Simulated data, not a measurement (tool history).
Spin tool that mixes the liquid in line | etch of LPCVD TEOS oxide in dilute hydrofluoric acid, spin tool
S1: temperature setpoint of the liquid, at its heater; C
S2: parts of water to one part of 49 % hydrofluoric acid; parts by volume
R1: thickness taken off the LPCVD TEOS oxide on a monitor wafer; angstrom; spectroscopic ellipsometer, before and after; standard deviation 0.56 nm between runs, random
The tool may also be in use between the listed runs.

{"run": 1, "hour": 0.0, "S1": 22, "S2": 155, "time under the liquid (s)": 120, "R1": 222.81}
{"run": 2, "hour": 7.7, "S1": 23.5, "S2": 130, "time under the liquid (s)": 120, "R1": 290.66}
{"run": 3, "hour": 9.9, "S1": 23.5, "S2": 185, "time under the liquid (s)": 120, "R1": 192.36}
{"run": 4, "hour": 17.3, "S1": 24.5, "S2": 155, "time under the liquid (s)": 120, "R1": 244.85}
{"run": 5, "hour": 19.1, "S1": 25.5, "S2": 130, "time under the liquid (s)": 120, "R1": 313.76}
{"run": 6, "hour": 22.7, "S1": 25.5, "S2": 110, "time under the liquid (s)": 120, "R1": 378.94}
{"run": 7, "hour": 25.6, "S1": 26.5, "S2": 95, "time under the liquid (s)": 120, "R1": 466.89}
{"run": 8, "hour": 33.8, "S1": 27, "S2": 85, "time under the liquid (s)": 120, "R1": 538.57}
{"run": 9, "hour": 36.4, "S1": 30, "S2": 50, "time under the liquid (s)": 120, "R1": 1094.5}
{"run": 10, "hour": 44.5, "S1": 29.5, "S2": 50, "time under the liquid (s)": 120, "R1": 1061.9}
{"run": 11, "hour": 47.0, "S1": 29, "S2": 50, "time under the liquid (s)": 120, "R1": 1050.4}
{"run": 12, "hour": 48.7, "S1": 28.5, "S2": 50, "time under the liquid (s)": 120, "R1": 1033.1}

Run 13 is up next; what results do you expect?
{"run": 13, "hour": 51.7, "S1": 27.5, "S2": 50, "time under the liquid (s)": 120, "R1": "?"}

{"run 13": {"R1": 981.19}}
